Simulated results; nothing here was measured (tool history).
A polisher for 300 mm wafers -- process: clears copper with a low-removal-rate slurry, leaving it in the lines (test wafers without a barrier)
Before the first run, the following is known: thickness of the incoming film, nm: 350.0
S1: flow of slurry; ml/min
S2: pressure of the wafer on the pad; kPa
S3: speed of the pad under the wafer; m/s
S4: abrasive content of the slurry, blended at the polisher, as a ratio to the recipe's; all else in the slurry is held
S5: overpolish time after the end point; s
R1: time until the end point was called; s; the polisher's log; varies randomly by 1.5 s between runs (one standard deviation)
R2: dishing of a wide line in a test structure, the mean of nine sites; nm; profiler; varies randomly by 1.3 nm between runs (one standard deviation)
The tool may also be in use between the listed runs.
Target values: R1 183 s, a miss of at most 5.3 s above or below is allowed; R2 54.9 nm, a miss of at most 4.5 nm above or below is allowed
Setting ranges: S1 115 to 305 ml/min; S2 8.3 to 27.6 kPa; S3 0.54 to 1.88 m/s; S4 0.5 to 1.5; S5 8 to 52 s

run,hour,S1,S2,S3,S4,S5,R1,R2
1,0,195,17.9,1.2,1,26,132.05,43.792
2,7.4,235,17.9,1.2,1,26,128.26,45.824
3,13.6,235,17.9,1.2,1,22,127.87,41.239
4,18.5,235,17.9,1.2,1,29,127.97,51.202
5,25.9,235,17.9,1.2,1,23,126.53,40.943
6,29.4,235,17.9,1.2,1,17,127.94,33.142
7,29.9,230,17.2,1.2,1,20,130.58,37.162
8,38,225,16.5,1.2,1,23,136.3,39.678
9,43.5,220,15.9,1.2,1,25,140.09,40.33
10,49.1,215,15.2,1.2,1,27,145.06,40.593
11,52.2,210,14.5,1.2,1,30,150.89,42.183
12,53.2,205,13.8,1.2,1,32,155.05,46.314
13,59,200,13.1,1.2,1,33,165.88,43.967
14,64.6,195,13.1,1.2,1,34,162.85,45.905
15,67.1,190,13.1,1.2,1,35,164.09,46.843
16,68.6,185,13.1,1.2,1,36,163.98,48.127
17,74.9,185,13.1,1.2,1,37,163.77,48.158
18,76.4,160,11,1.2,1,46,188.11,51.862

Of the 5 settings listed for the next run, only one would bring every result within its allowed miss of target. Which one?
A,77.9,120,10.3,1.3,1.05,47,?,?
B,77.9,175,13.8,1.02,1.1,40,?,?
C,77.9,200,11.7,1.18,0.95,47,?,?
D,77.9,135,10.3,1.26,0.9,46,?,?
E,77.9,155,11.7,1.16,0.95,42,?,?

move,R1,R2
A,191.27,53.595
B,184.07,49.689
C,180.93,56.293
D,198.63,51.285
E,191.14,49.653
A: misses by more than the last run did
B: corrects the largest miss of the last run, while another result sits out of spec
C: every result within its allowed miss
D: misses by more than the last run did
E: misses by more than the last run did
The right move is C.
